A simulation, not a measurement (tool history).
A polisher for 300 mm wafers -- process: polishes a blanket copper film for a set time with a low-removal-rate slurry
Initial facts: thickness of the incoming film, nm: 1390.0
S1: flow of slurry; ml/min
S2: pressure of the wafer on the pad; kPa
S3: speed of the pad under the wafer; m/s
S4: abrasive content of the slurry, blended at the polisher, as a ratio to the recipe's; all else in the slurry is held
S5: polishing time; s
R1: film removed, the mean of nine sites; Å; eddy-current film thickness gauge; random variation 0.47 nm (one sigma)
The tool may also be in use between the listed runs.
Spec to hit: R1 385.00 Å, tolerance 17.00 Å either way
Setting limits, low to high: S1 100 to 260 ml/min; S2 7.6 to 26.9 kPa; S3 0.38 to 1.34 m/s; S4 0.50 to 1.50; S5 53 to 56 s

run 1 day=0.000 | S1=165 S2=17.2 S3=0.86 S4=1.00 S5=53 | R1=1079.20
run 2 day=0.029 | S1=165 S2=17.2 S3=0.72 S4=1.00 S5=53 | R1=907.58
run 3 day=0.142 | S1=165 S2=17.2 S3=0.86 S4=1.00 S5=53 | R1=1070.60
run 4 day=0.167 | S1=165 S2=20.0 S3=0.86 S4=1.00 S5=53 | R1=1262.90
run 5 day=0.517 | S1=165 S2=20.0 S3=0.86 S4=0.80 S5=53 | R1=1180.80
run 6 day=0.633 | S1=135 S2=20.0 S3=0.86 S4=0.80 S5=53 | R1=1154.30
run 7 day=0.825 | S1=135 S2=17.9 S3=0.80 S4=0.80 S5=53 | R1=948.00
run 8 day=1.058 | S1=135 S2=16.5 S3=0.76 S4=0.80 S5=53 | R1=843.68
run 9 day=1.333 | S1=135 S2=15.2 S3=0.72 S4=0.80 S5=53 | R1=749.54
run 10 day=1.400 | S1=135 S2=13.8 S3=0.68 S4=0.80 S5=53 | R1=629.38
run 11 day=1.546 | S1=135 S2=13.1 S3=0.66 S4=0.80 S5=53 | R1=598.01
run 12 day=1.700 | S1=135 S2=13.1 S3=0.66 S4=0.80 S5=53 | R1=588.05
run 13 day=1.846 | S1=135 S2=12.4 S3=0.66 S4=0.80 S5=53 | R1=563.27
run 14 day=1.888 | S1=135 S2=11.7 S3=0.66 S4=0.80 S5=53 | R1=537.43

Of the 4 settings listed for the next run, only one would bring every result within its allowed miss of target. Which one?
run A day=1.929 | S1=135 S2=13.8 S3=0.70 S4=0.75 S5=53 | R1=?
run B day=1.929 | S1=175 S2=15.9 S3=0.70 S4=1.10 S5=54 | R1=?
run C day=1.929 | S1=100 S2=10.3 S3=0.58 S4=0.70 S5=53 | R1=?
run D day=1.929 | S1=115 S2=14.5 S3=0.76 S4=0.70 S5=56 | R1=?

move=A R1=644.48
move=B R1=853.72
move=C R1=378.06
move=D R1=737.58
A: misses by more than the last run did
B: misses by more than the last run did
C: all results land within tolerance of their targets
D: misses by more than the last run did
Move C is the one to make.
